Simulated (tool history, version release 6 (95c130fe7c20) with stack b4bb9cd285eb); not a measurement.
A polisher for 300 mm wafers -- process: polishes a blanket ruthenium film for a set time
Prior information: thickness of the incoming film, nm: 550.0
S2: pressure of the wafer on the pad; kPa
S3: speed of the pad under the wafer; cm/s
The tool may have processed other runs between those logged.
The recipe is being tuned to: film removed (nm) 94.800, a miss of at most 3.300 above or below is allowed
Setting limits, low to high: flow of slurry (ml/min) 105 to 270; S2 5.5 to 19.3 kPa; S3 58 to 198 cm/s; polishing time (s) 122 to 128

{"run": 1, "hour": 0.0, "flow of slurry (ml/min)": 175, "S2": 12.4, "S3": 128, "polishing time (s)": 122, "film removed (nm)": 160.34}
{"run": 2, "hour": 4.5, "flow of slurry (ml/min)": 170, "S2": 10.3, "S3": 126, "polishing time (s)": 122, "film removed (nm)": 130.09}
{"run": 3, "hour": 6.5, "flow of slurry (ml/min)": 195, "S2": 10.3, "S3": 126, "polishing time (s)": 122, "film removed (nm)": 133.08}
{"run": 4, "hour": 11.9, "flow of slurry (ml/min)": 195, "S2": 10.3, "S3": 100, "polishing time (s)": 122, "film removed (nm)": 106.18}
{"run": 5, "hour": 16.1, "flow of slurry (ml/min)": 195, "S2": 12.4, "S3": 100, "polishing time (s)": 122, "film removed (nm)": 125.09}
{"run": 6, "hour": 20.3, "flow of slurry (ml/min)": 195, "S2": 12.4, "S3": 88, "polishing time (s)": 122, "film removed (nm)": 112.15}
{"run": 7, "hour": 22.2, "flow of slurry (ml/min)": 195, "S2": 11.7, "S3": 88, "polishing time (s)": 122, "film removed (nm)": 105.91}
{"run": 8, "hour": 28.4, "flow of slurry (ml/min)": 195, "S2": 11.0, "S3": 88, "polishing time (s)": 122, "film removed (nm)": 99.326}
{"run": 9, "hour": 37.0, "flow of slurry (ml/min)": 190, "S2": 11.0, "S3": 88, "polishing time (s)": 122, "film removed (nm)": 100.14}
{"hour": 41.7, "done": "worn pad replaced by a new one"}
{"run": 10, "hour": 41.7, "flow of slurry (ml/min)": 190, "S2": 10.3, "S3": 88, "polishing time (s)": 122, "film removed (nm)": 103.22}
{"run": 11, "hour": 43.4, "flow of slurry (ml/min)": 200, "S2": 10.3, "S3": 88, "polishing time (s)": 122, "film removed (nm)": 104.59}
{"run": 12, "hour": 45.1, "flow of slurry (ml/min)": 175, "S2": 9.0, "S3": 88, "polishing time (s)": 122, "film removed (nm)": 89.275}
{"run": 13, "hour": 53.1, "flow of slurry (ml/min)": 180, "S2": 9.0, "S3": 88, "polishing time (s)": 122, "film removed (nm)": 88.145}
{"run": 14, "hour": 61.7, "flow of slurry (ml/min)": 185, "S2": 9.0, "S3": 88, "polishing time (s)": 122, "film removed (nm)": 90.504}

Next run, 5 choices. One meets every target within its allowed miss, the rest don't. Which?
{"run": "A", "hour": 70.3, "flow of slurry (ml/min)": 125, "S2": 10.3, "S3": 90, "polishing time (s)": 124, "film removed (nm)": "?"}
{"run": "B", "hour": 70.3, "flow of slurry (ml/min)": 170, "S2": 7.6, "S3": 118, "polishing time (s)": 125, "film removed (nm)": "?"}
{"run": "C", "hour": 70.3, "flow of slurry (ml/min)": 165, "S2": 10.3, "S3": 86, "polishing time (s)": 126, "film removed (nm)": "?"}
{"run": "D", "hour": 70.3, "flow of slurry (ml/min)": 185, "S2": 7.6, "S3": 106, "polishing time (s)": 128, "film removed (nm)": "?"}
{"run": "E", "hour": 70.3, "flow of slurry (ml/min)": 185, "S2": 9.7, "S3": 92, "polishing time (s)": 127, "film removed (nm)": "?"}

move=A film_removed_(nm)=101.350
move=B film_removed_(nm)=103.950
move=C film_removed_(nm)=103.570
move=D film_removed_(nm)=97.168
move=E film_removed_(nm)=105.970
A: carries the result that was furthest off beyond its target, to the other side
B: carries the result that was furthest off beyond its target, to the other side
C: carries the result that was furthest off beyond its target, to the other side
D: all results in spec
E: carries the result that was furthest off beyond its target, to the other side
The move that meets every target is D.

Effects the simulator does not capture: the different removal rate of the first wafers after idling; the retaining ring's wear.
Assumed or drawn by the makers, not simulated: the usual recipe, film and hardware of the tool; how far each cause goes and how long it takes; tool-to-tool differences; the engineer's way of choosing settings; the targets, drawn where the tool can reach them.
